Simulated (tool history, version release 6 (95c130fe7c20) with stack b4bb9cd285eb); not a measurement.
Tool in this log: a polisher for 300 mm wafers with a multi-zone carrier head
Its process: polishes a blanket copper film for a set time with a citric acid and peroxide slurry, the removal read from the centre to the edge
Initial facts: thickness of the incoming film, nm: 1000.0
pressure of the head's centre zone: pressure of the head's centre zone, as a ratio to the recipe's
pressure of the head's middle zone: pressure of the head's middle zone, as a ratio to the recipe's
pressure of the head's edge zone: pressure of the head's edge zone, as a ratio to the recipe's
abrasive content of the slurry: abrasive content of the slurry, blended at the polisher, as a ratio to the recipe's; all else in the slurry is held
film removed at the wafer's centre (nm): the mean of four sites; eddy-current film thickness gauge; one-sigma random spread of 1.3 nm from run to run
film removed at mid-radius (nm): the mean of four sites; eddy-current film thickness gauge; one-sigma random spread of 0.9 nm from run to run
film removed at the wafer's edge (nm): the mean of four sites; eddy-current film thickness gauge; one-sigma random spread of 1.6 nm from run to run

run,hour,flow of slurry (ml/min),pressure of the head's centre zone,pressure of the head's middle zone,pressure of the head's edge zone,abrasive content of the slurry,polishing time (s),film removed at the wafer's centre (nm),film removed at mid-radius (nm),film removed at the wafer's edge (nm)
1,0.0,250,1.00,1.00,1.00,1.00,62,176.39,182.10,178.51
2,8.1,250,1.00,1.00,1.00,0.80,62,168.00,171.68,170.27
3,13.0,250,1.00,1.00,1.07,0.80,62,170.19,171.03,177.05
4,16.3,250,1.00,1.00,1.07,0.80,68,185.46,187.99,191.83
5,18.7,250,1.00,1.06,1.07,0.80,68,185.60,197.59,193.03
6,21.5,240,0.97,1.06,1.05,0.75,66,173.00,189.14,177.38
7,23.3,250,0.94,1.06,1.07,0.70,63,154.15,178.43,171.20
8,25.2,250,0.92,1.05,1.06,0.65,62,147.91,170.27,163.94
9,33.6,250,0.90,1.05,1.06,0.60,61,139.65,163.88,161.07
10,38.6,245,0.88,1.05,1.05,0.60,60,130.64,161.87,154.15
11,46.2,235,0.87,1.04,1.04,0.60,60,132.08,157.34,155.49
12,51.9,255,0.81,1.08,1.05,0.50,53,104.71,138.36,133.89
13,58.9,260,0.82,1.08,1.06,0.50,53,106.84,140.43,132.88

What does the tool deliver on the next run?
14,63.8,260,0.82,1.08,1.07,0.50,53,?,?,?

film removed at the wafer's centre (nm): 107.17
film removed at mid-radius (nm): 141.79
film removed at the wafer's edge (nm): 135.08
